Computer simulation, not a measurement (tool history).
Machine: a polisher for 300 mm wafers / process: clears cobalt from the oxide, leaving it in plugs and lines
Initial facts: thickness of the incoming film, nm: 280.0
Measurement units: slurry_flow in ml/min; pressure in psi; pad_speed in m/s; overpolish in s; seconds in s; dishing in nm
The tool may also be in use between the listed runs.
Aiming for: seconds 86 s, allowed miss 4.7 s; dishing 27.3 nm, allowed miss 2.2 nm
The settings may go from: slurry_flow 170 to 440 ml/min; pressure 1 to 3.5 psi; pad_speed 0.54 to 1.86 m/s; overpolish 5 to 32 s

Run 1, hour 0: slurry_flow 280 ml/min, pressure 2.2 psi, pad_speed 1.18 m/s, overpolish 16 s. Result: seconds 49.095 s, dishing 33.173 nm.
Run 2, hour 4.5: slurry_flow 280 ml/min, pressure 2.2 psi, pad_speed 1.18 m/s, overpolish 9 s. Result: seconds 48.2 s, dishing 27.986 nm.
Run 3, hour 7.2: slurry_flow 280 ml/min, pressure 1.9 psi, pad_speed 1.16 m/s, overpolish 10 s. Result: seconds 54.611 s, dishing 28.914 nm.
Run 4, hour 14.6: slurry_flow 280 ml/min, pressure 1.9 psi, pad_speed 1.16 m/s, overpolish 5 s. Result: seconds 54.557 s, dishing 19.515 nm.
Run 5, hour 22.1: slurry_flow 280 ml/min, pressure 1.9 psi, pad_speed 1.16 m/s, overpolish 5 s. Result: seconds 55.16 s, dishing 18.591 nm.
Run 6, hour 24: slurry_flow 245 ml/min, pressure 1.9 psi, pad_speed 1.16 m/s, overpolish 5 s. Result: seconds 55.544 s, dishing 19.484 nm.
Run 7, hour 30.9: slurry_flow 245 ml/min, pressure 1.7 psi, pad_speed 1.12 m/s, overpolish 8 s. Result: seconds 61.47 s, dishing 23.712 nm.
Run 8, hour 32.5: slurry_flow 245 ml/min, pressure 1.5 psi, pad_speed 1.08 m/s, overpolish 9 s. Result: seconds 68.088 s, dishing 24.097 nm.
Run 9, hour 40.1: slurry_flow 245 ml/min, pressure 1.4 psi, pad_speed 1.06 m/s, overpolish 10 s. Result: seconds 74.293 s, dishing 24.459 nm.

Consider the 5 candidate settings below. Which is the only one whose results all fall within their allowed miss of target?
Run A, hour 47.7: slurry_flow 310 ml/min, pressure 1.5 psi, pad_speed 1.02 m/s, overpolish 7 s. Result: seconds ?, dishing ?.
Run B, hour 47.7: slurry_flow 170 ml/min, pressure 1.3 psi, pad_speed 1.1 m/s, overpolish 11 s. Result: seconds ?, dishing ?.
Run C, hour 47.7: slurry_flow 210 ml/min, pressure 1.6 psi, pad_speed 1.14 m/s, overpolish 6 s. Result: seconds ?, dishing ?.
Run D, hour 47.7: slurry_flow 305 ml/min, pressure 1.4 psi, pad_speed 0.88 m/s, overpolish 14 s. Result: seconds ?, dishing ?.
Run E, hour 47.7: slurry_flow 235 ml/min, pressure 1.6 psi, pad_speed 0.8 m/s, overpolish 9 s. Result: seconds ?, dishing ?.

move  seconds  dishing
   A   72.226   20.588
   B   77.539   26.062
   C   64.791   19.943
   D   86.758   27.961
   E   90.042   21.046
A: its largest miss is bigger than the last run's
B: better than the last run, though not everything is in spec
C: its largest miss is bigger than the last run's
D: meets every target
E: meets the target for the result that was furthest off, but another lies outside its allowed miss
So the answer is move D, the one that meets all the targets.

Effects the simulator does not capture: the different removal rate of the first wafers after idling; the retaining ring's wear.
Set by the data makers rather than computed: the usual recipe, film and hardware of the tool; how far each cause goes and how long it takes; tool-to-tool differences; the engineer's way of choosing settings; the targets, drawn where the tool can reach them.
